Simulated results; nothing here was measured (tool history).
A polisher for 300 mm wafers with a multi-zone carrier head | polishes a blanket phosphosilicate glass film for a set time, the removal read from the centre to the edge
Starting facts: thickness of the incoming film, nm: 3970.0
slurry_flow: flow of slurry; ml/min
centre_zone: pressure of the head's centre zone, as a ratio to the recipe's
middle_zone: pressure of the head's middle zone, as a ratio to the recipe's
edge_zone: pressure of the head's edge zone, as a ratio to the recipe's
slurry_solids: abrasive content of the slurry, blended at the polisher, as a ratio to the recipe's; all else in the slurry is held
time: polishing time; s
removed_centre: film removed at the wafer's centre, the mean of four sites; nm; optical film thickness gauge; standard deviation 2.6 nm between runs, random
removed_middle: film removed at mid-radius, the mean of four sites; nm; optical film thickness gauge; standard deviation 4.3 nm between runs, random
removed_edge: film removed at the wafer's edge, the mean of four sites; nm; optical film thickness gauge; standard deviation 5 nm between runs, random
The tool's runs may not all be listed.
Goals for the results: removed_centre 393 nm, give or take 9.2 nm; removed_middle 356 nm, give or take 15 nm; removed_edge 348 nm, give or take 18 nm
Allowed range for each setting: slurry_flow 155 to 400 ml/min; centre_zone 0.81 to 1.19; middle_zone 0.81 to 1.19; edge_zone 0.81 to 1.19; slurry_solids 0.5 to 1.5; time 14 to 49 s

{"run": 1, "hour": 0.0, "slurry_flow": 255, "centre_zone": 1, "middle_zone": 1, "edge_zone": 1, "slurry_solids": 1, "time": 31, "removed_centre": 299.61, "removed_middle": 295.95, "removed_edge": 298.42}
{"run": 2, "hour": 6.8, "slurry_flow": 255, "centre_zone": 1, "middle_zone": 1, "edge_zone": 1, "slurry_solids": 0.95, "time": 31, "removed_centre": 301.16, "removed_middle": 289.57, "removed_edge": 293.56}
{"run": 3, "hour": 10.2, "slurry_flow": 265, "centre_zone": 1.03, "middle_zone": 1.02, "edge_zone": 1.02, "slurry_solids": 1, "time": 31, "removed_centre": 309.68, "removed_middle": 303.5, "removed_edge": 308.12}
{"run": 4, "hour": 13.7, "slurry_flow": 270, "centre_zone": 1.06, "middle_zone": 1.03, "edge_zone": 1.01, "slurry_solids": 1.05, "time": 31, "removed_centre": 324.44, "removed_middle": 313.13, "removed_edge": 311.68}
{"run": 5, "hour": 21.7, "slurry_flow": 275, "centre_zone": 1.08, "middle_zone": 1.04, "edge_zone": 1.01, "slurry_solids": 1.1, "time": 31, "removed_centre": 335.77, "removed_middle": 319.35, "removed_edge": 309.17}
{"run": 6, "hour": 23.7, "slurry_flow": 275, "centre_zone": 1.13, "middle_zone": 1.04, "edge_zone": 1.01, "slurry_solids": 1.1, "time": 31, "removed_centre": 351.82, "removed_middle": 318.03, "removed_edge": 315.13}
{"run": 7, "hour": 26.1, "slurry_flow": 280, "centre_zone": 1.14, "middle_zone": 1.05, "edge_zone": 1.02, "slurry_solids": 1.15, "time": 31, "removed_centre": 359.12, "removed_middle": 322.14, "removed_edge": 323.51}
{"run": 8, "hour": 33.8, "slurry_flow": 285, "centre_zone": 1.15, "middle_zone": 1.06, "edge_zone": 1.02, "slurry_solids": 1.15, "time": 31, "removed_centre": 364.55, "removed_middle": 330.97, "removed_edge": 321.17}
{"run": 9, "hour": 40.7, "slurry_flow": 335, "centre_zone": 1.18, "middle_zone": 1.08, "edge_zone": 1.12, "slurry_solids": 1.2, "time": 31, "removed_centre": 380.62, "removed_middle": 348.58, "removed_edge": 340.46}

Exercise: of the 4 proposed moves below, exactly one satisfies all targets within the stated allowed misses. Which move is it?
{"run": "A", "hour": 47.6, "slurry_flow": 375, "centre_zone": 1.16, "middle_zone": 1.07, "edge_zone": 1.05, "slurry_solids": 1.4, "time": 31, "removed_centre": "?", "removed_middle": "?", "removed_edge": "?"}
{"run": "B", "hour": 47.6, "slurry_flow": 375, "centre_zone": 1.06, "middle_zone": 1.04, "edge_zone": 1.14, "slurry_solids": 1.35, "time": 31, "removed_centre": "?", "removed_middle": "?", "removed_edge": "?"}
{"run": "C", "hour": 47.6, "slurry_flow": 315, "centre_zone": 1.19, "middle_zone": 1.04, "edge_zone": 1.04, "slurry_solids": 1.25, "time": 30, "removed_centre": "?", "removed_middle": "?", "removed_edge": "?"}
{"run": "D", "hour": 47.6, "slurry_flow": 325, "centre_zone": 1.19, "middle_zone": 1.02, "edge_zone": 1.13, "slurry_solids": 1.3, "time": 31, "removed_centre": "?", "removed_middle": "?", "removed_edge": "?"}

move=A removed_centre=391.06 removed_middle=363.13 removed_edge=342.54
move=B removed_centre=357.13 removed_middle=351.06 removed_edge=353.67
move=C removed_centre=369.14 removed_middle=327.49 removed_edge=316.26
move=D removed_centre=386.75 removed_middle=337.41 removed_edge=345.26
A: each result inside its tolerance
B: further off than the last run
C: further off than the last run
D: gets the furthest-off result to its target, but another result is out of tolerance
Answer: A
